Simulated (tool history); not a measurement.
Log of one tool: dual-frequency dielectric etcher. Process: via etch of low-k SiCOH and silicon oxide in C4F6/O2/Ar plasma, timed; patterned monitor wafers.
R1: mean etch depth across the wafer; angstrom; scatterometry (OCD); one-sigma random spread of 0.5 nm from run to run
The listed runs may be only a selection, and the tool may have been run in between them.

{"run": 1, "day": 0.0, "source power (W)": 300, "bias power (W)": 259, "etch time (s)": 23.0, "R1": 589.87}
{"run": 2, "day": 0.067, "source power (W)": 330, "bias power (W)": 271, "etch time (s)": 23.0, "R1": 621.41}
{"run": 3, "day": 0.317, "source power (W)": 350, "bias power (W)": 281, "etch time (s)": 23.0, "R1": 645.61}
{"run": 4, "day": 0.421, "source power (W)": 350, "bias power (W)": 281, "etch time (s)": 23.0, "R1": 646.48}
{"run": 5, "day": 0.633, "source power (W)": 350, "bias power (W)": 281, "etch time (s)": 21.0, "R1": 583.67}
{"run": 6, "day": 0.775, "source power (W)": 370, "bias power (W)": 298, "etch time (s)": 21.5, "R1": 631.5}

Forecast run 7:
{"run": 7, "day": 0.892, "source power (W)": 380, "bias power (W)": 311, "etch time (s)": 22.0, "R1": "?"}

For run 7 the tool returned R1 666.84 angstrom.
